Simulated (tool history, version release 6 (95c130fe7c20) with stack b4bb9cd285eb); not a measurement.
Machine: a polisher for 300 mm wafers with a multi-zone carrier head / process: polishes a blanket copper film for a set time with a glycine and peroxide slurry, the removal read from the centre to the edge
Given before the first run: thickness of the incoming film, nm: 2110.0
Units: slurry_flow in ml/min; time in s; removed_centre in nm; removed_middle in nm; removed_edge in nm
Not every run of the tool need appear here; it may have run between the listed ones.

run    day  slurry_flow  centre_zone  middle_zone  edge_zone  time  removed_centre  removed_middle  removed_edge
  1  0.000          295         1.00         1.00       1.00    52         149.980         150.120       145.390
  2  0.092          285         0.95         0.99       0.95    45         121.460         127.520       123.730
  3  0.267          285         0.95         0.99       0.87    45         123.040         124.570       119.380
  4  0.492          285         0.95         0.99       0.84    45         121.990         126.580       119.520
  5  0.525          280         0.92         1.00       0.83    40         104.290         111.900       105.280
  6  0.850          275         0.90         1.01       0.82    38          96.773         109.540       100.280
  7  0.938          270         0.89         1.01       0.82    36          91.262         103.480        92.476

Run 8 comes next. What will it give?
  8  1.033          255         0.87         0.99       0.83    36               ?               ?             ?

{"run 8": {"removed_centre": 87.23, "removed_middle": 98.478, "removed_edge": 92.766}}

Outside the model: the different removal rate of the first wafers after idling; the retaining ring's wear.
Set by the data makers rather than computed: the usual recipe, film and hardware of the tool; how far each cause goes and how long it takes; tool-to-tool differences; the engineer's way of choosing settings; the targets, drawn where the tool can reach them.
